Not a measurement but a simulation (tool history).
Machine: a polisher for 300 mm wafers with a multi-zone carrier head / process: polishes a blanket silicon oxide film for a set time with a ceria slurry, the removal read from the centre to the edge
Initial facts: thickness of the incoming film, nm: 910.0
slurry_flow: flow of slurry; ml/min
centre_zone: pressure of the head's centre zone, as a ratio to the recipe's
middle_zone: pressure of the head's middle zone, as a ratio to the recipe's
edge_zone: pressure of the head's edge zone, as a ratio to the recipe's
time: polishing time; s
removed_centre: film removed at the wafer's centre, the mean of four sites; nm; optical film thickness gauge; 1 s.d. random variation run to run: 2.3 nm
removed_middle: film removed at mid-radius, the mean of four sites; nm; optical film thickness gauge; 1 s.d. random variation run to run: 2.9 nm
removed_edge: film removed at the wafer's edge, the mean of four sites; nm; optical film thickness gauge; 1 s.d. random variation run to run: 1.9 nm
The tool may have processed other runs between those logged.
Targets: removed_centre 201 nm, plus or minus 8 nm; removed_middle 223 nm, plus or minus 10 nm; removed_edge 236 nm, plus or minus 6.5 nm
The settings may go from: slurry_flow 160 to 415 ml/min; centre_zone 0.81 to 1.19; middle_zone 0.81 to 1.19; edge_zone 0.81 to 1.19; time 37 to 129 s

{"run": 1, "hour": 0.0, "slurry_flow": 265, "centre_zone": 1, "middle_zone": 1, "edge_zone": 1, "time": 83, "removed_centre": 332.61, "removed_middle": 337.34, "removed_edge": 337.13}
{"run": 2, "hour": 7.1, "slurry_flow": 255, "centre_zone": 0.97, "middle_zone": 0.98, "edge_zone": 0.98, "time": 78, "removed_centre": 303.78, "removed_middle": 313.72, "removed_edge": 316.23}
{"run": 3, "hour": 8.2, "slurry_flow": 290, "centre_zone": 0.97, "middle_zone": 0.98, "edge_zone": 0.98, "time": 78, "removed_centre": 314.45, "removed_middle": 315.66, "removed_edge": 321.42}
{"run": 4, "hour": 13.8, "slurry_flow": 275, "centre_zone": 0.94, "middle_zone": 0.97, "edge_zone": 0.97, "time": 73, "removed_centre": 275.96, "removed_middle": 297.61, "removed_edge": 293.15}
{"run": 5, "hour": 17.8, "slurry_flow": 265, "centre_zone": 0.92, "middle_zone": 0.94, "edge_zone": 0.97, "time": 70, "removed_centre": 256.82, "removed_middle": 278.35, "removed_edge": 281.44}
{"run": 6, "hour": 21.2, "slurry_flow": 265, "centre_zone": 0.99, "middle_zone": 0.94, "edge_zone": 0.97, "time": 70, "removed_centre": 283.62, "removed_middle": 270.86, "removed_edge": 282.43}
{"run": 7, "hour": 27.7, "slurry_flow": 255, "centre_zone": 0.96, "middle_zone": 0.92, "edge_zone": 0.96, "time": 68, "removed_centre": 259.63, "removed_middle": 261.86, "removed_edge": 273.8}
{"run": 8, "hour": 30.1, "slurry_flow": 245, "centre_zone": 0.94, "middle_zone": 0.9, "edge_zone": 0.95, "time": 66, "removed_centre": 245.7, "removed_middle": 240.77, "removed_edge": 264.09}
{"run": 9, "hour": 37.5, "slurry_flow": 240, "centre_zone": 0.92, "middle_zone": 0.9, "edge_zone": 0.93, "time": 65, "removed_centre": 238.78, "removed_middle": 240.35, "removed_edge": 253.44}
{"run": 10, "hour": 46.4, "slurry_flow": 230, "centre_zone": 0.9, "middle_zone": 0.89, "edge_zone": 0.93, "time": 65, "removed_centre": 231.53, "removed_middle": 239.62, "removed_edge": 254.43}
{"run": 11, "hour": 53.4, "slurry_flow": 225, "centre_zone": 0.88, "middle_zone": 0.88, "edge_zone": 0.92, "time": 65, "removed_centre": 222.16, "removed_middle": 232.49, "removed_edge": 249.65}
{"run": 12, "hour": 61.0, "slurry_flow": 220, "centre_zone": 0.87, "middle_zone": 0.88, "edge_zone": 0.91, "time": 65, "removed_centre": 218.66, "removed_middle": 237.58, "removed_edge": 251.71}
{"run": 13, "hour": 67.2, "slurry_flow": 220, "centre_zone": 0.87, "middle_zone": 0.88, "edge_zone": 0.91, "time": 65, "removed_centre": 223.98, "removed_middle": 233.24, "removed_edge": 251.32}
{"run": 14, "hour": 72.5, "slurry_flow": 220, "centre_zone": 0.86, "middle_zone": 0.88, "edge_zone": 0.9, "time": 64, "removed_centre": 216.68, "removed_middle": 235.53, "removed_edge": 246.04}
{"run": 15, "hour": 74.0, "slurry_flow": 215, "centre_zone": 0.85, "middle_zone": 0.87, "edge_zone": 0.89, "time": 64, "removed_centre": 211.37, "removed_middle": 230.87, "removed_edge": 242.27}
{"run": 16, "hour": 82.5, "slurry_flow": 210, "centre_zone": 0.84, "middle_zone": 0.87, "edge_zone": 0.89, "time": 64, "removed_centre": 210.13, "removed_middle": 227.87, "removed_edge": 241.39}

Which one of the following 5 next-run settings gets every result inside its allowed miss? There is exactly one.
{"run": "A", "hour": 91.0, "slurry_flow": 165, "centre_zone": 0.9, "middle_zone": 0.87, "edge_zone": 0.81, "time": 68, "removed_centre": "?", "removed_middle": "?", "removed_edge": "?"}
{"run": "B", "hour": 91.0, "slurry_flow": 185, "centre_zone": 0.87, "middle_zone": 0.94, "edge_zone": 1, "time": 61, "removed_centre": "?", "removed_middle": "?", "removed_edge": "?"}
{"run": "C", "hour": 91.0, "slurry_flow": 170, "centre_zone": 0.85, "middle_zone": 0.81, "edge_zone": 0.9, "time": 63, "removed_centre": "?", "removed_middle": "?", "removed_edge": "?"}
{"run": "D", "hour": 91.0, "slurry_flow": 195, "centre_zone": 0.82, "middle_zone": 0.86, "edge_zone": 0.86, "time": 68, "removed_centre": "?", "removed_middle": "?", "removed_edge": "?"}
{"run": "E", "hour": 91.0, "slurry_flow": 270, "centre_zone": 0.86, "middle_zone": 0.84, "edge_zone": 0.88, "time": 63, "removed_centre": "?", "removed_middle": "?", "removed_edge": "?"}

move=A removed_centre=228.34 removed_middle=232.51 removed_edge=236.45
move=B removed_centre=203.25 removed_middle=225.81 removed_edge=235.89
move=C removed_centre=201.06 removed_middle=206.05 removed_edge=230.11
move=D removed_centre=215.62 removed_middle=238.35 removed_edge=248.26
move=E removed_centre=220.89 removed_middle=227.62 removed_edge=240.71
A: its largest miss is bigger than the last run's
B: all results in spec
C: meets the target for the result that was furthest off, but another lies outside its allowed miss
D: its largest miss is bigger than the last run's
E: its largest miss is bigger than the last run's
The move that meets every target is B.
